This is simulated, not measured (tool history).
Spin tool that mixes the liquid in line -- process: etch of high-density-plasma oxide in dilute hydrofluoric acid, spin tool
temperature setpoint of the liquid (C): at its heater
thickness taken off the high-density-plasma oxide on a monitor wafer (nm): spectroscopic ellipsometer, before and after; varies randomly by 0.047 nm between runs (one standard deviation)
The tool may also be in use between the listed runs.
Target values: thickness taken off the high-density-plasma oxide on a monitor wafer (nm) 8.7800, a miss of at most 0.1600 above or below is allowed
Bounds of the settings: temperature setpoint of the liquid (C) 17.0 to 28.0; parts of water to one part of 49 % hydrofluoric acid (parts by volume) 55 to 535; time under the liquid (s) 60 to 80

run	hour	temperature setpoint of the liquid (C)	parts of water to one part of 49 % hydrofluoric acid (parts by volume)	time under the liquid (s)	thickness taken off the high-density-plasma oxide on a monitor wafer (nm)
1	0.0	20.0	295	80	2.1188
2	8.3	20.0	295	60	1.5955
3	11.2	17.5	295	60	1.4552
4	13.9	19.5	250	65	2.0778
5	20.2	19.5	310	65	1.5777
6	28.7	21.0	260	65	2.1092
7	34.4	21.0	260	65	2.1021
8	40.2	22.5	220	70	2.9560
9	44.0	23.5	190	70	3.6477
10	49.9	27.5	70	75	14.4400
11	54.7	26.5	70	75	13.8040
12	59.1	22.5	95	75	8.3541
13	64.0	23.0	95	75	8.4649
14	71.4	23.0	95	75	8.5579

Below are 4 possible settings for the next run. Only one of them brings all results inside the allowed miss of their targets. Which is it?
A	78.8	23.5	100	80	?
B	78.8	21.0	95	80	?
C	78.8	23.5	105	80	?
D	78.8	21.0	75	60	?

move	thickness taken off the high-density-plasma oxide on a monitor wafer (nm)
A	8.7974
B	8.4222
C	8.3280
D	8.1906
A: each result inside its tolerance
B: further off than the last run
C: further off than the last run
D: further off than the last run
Correct choice: A, which meets every target
